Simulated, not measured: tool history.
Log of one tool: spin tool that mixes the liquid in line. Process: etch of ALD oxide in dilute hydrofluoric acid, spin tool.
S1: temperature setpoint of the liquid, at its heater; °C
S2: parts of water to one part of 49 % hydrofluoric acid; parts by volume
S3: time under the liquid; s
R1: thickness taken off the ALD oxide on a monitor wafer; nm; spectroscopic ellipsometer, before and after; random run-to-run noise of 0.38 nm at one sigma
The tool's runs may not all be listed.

run,day,S1,S2,S3,R1
1,0,22,145,220,20.483
2,0.192,24,115,220,29.068
3,0.283,25.5,100,220,36.244
4,0.504,28.5,100,220,39.834
5,0.842,29,85,220,49.498
# day 1.1: hydrofluoric acid flow meter replaced
6,1.1,29,85,220,44.532

What will run 7 give?
7,1.375,29.5,75,220,?

Run 7 measured R1 52.019 nm.
